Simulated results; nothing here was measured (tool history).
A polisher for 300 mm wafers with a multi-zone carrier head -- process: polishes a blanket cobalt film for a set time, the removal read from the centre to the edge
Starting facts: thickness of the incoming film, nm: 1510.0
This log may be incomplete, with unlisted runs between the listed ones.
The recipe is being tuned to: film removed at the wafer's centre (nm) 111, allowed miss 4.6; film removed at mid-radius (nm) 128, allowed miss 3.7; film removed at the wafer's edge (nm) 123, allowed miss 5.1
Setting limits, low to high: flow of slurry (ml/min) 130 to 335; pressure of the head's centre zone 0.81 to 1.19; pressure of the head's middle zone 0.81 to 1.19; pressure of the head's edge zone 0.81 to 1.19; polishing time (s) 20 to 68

run  hour  flow of slurry (ml/min)  pressure of the head's centre zone  pressure of the head's middle zone  pressure of the head's edge zone  polishing time (s)  film removed at the wafer's centre (nm)  film removed at mid-radius (nm)  film removed at the wafer's edge (nm)
  1     0                      215                                   1                                   1                                 1                  44                                   170.09                           160.36                                  166.8
  2   1.2                      215                                   1                                1.05                                 1                  44                                    167.3                           165.64                                 167.93
  3   2.1                      215                                   1                                1.05                                 1                  48                                   182.31                           178.33                                  180.7
  4   4.2                      215                                0.96                                1.05                                 1                  48                                   175.86                           177.44                                 183.53
  5    11                      215                                0.96                                1.05                              1.04                  48                                   176.48                           179.73                                 183.65
  6  18.6                      215                                0.96                                1.08                              1.04                  48                                   173.04                           182.87                                 185.19
  7  23.9                      210                                0.95                                1.09                                 1                  42                                   152.05                           158.97                                 158.85
  8  25.7                      200                                0.92                                1.11                              0.98                  39                                   132.32                           148.93                                 142.45
  9    31                      185                                0.89                                1.08                              0.95                  38                                   127.27                           141.29                                 133.09
 10  35.5                      165                                0.81                                1.04                              0.97                  35                                    106.2                           125.98                                 129.95
 11  42.2                      165                                0.81                                1.04                              0.97                  35                                   103.49                            127.1                                 124.03
 12  49.2                      170                                0.82                                1.04                              0.96                  35                                   106.02                           126.75                                 125.85

5 candidate next runs follow, results not yet known. Just one meets every target within its allowed miss. Identify it.
  A  56.2                      205                                 0.9                                0.92                              0.81                  36                                        ?                                ?                                      ?
  B  56.2                      200                                   1                                1.05                              0.81                  32                                        ?                                ?                                      ?
  C  56.2                      170                                0.97                                0.93                              0.94                  34                                        ?                                ?                                      ?
  D  56.2                      175                                0.85                                1.05                              0.92                  35                                        ?                                ?                                      ?
  E  56.2                      235                                0.97                                1.15                              0.81                  32                                        ?                                ?                                      ?

move  film removed at the wafer's centre (nm)  film removed at mid-radius (nm)  film removed at the wafer's edge (nm)
   A                                   123.46                           128.32                                 123.27
   B                                   121.69                            120.7                                 109.23
   C                                   122.38                           118.77                                  122.3
   D                                   110.81                           129.82                                  124.9
   E                                   120.57                           128.54                                  110.7
A: takes the result that was furthest off past its target
B: takes the result that was furthest off past its target
C: takes the result that was furthest off past its target
D: every result within its allowed miss
E: takes the result that was furthest off past its target
D meets every target.
